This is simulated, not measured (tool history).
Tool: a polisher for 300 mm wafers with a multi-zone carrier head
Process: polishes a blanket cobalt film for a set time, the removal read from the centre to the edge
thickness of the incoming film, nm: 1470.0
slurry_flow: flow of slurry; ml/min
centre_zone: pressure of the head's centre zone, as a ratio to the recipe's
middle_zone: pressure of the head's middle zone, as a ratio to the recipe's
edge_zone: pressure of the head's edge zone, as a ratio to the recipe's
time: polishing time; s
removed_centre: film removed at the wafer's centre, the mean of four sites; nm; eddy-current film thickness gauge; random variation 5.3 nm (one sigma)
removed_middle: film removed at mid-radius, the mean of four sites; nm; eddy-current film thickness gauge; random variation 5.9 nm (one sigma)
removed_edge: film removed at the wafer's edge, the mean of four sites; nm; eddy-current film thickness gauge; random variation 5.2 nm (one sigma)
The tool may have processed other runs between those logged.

run 1 hour=0.0 | slurry_flow=205 centre_zone=1.00 middle_zone=1.00 edge_zone=1.00 time=53 | removed_centre=349.94 removed_middle=335.64 removed_edge=321.20
run 2 hour=2.3 | slurry_flow=205 centre_zone=1.00 middle_zone=0.92 edge_zone=1.00 time=53 | removed_centre=355.88 removed_middle=316.75 removed_edge=327.34
run 3 hour=8.4 | slurry_flow=175 centre_zone=1.00 middle_zone=0.92 edge_zone=1.00 time=53 | removed_centre=350.59 removed_middle=306.57 removed_edge=331.45
run 4 hour=11.5 | slurry_flow=175 centre_zone=1.00 middle_zone=0.92 edge_zone=1.00 time=44 | removed_centre=291.57 removed_middle=255.96 removed_edge=272.35
-- hour=18.2 centre zone pressure recalibrated
run 5 hour=18.2 | slurry_flow=170 centre_zone=0.98 middle_zone=0.93 edge_zone=1.01 time=46 | removed_centre=273.47 removed_middle=276.85 removed_edge=279.99
run 6 hour=19.9 | slurry_flow=170 centre_zone=0.98 middle_zone=0.90 edge_zone=1.01 time=46 | removed_centre=272.21 removed_middle=258.16 removed_edge=281.31
run 7 hour=22.9 | slurry_flow=165 centre_zone=0.98 middle_zone=0.91 edge_zone=1.02 time=48 | removed_centre=279.46 removed_middle=279.97 removed_edge=291.47

Run 8 is up next; what results do you expect?
run 8 hour=25.1 | slurry_flow=165 centre_zone=0.98 middle_zone=0.90 edge_zone=1.03 time=50 | removed_centre=? removed_middle=? removed_edge=?

Run 8 produced removed_centre 301.79 nm, removed_middle 277.51 nm, removed_edge 310.99 nm.
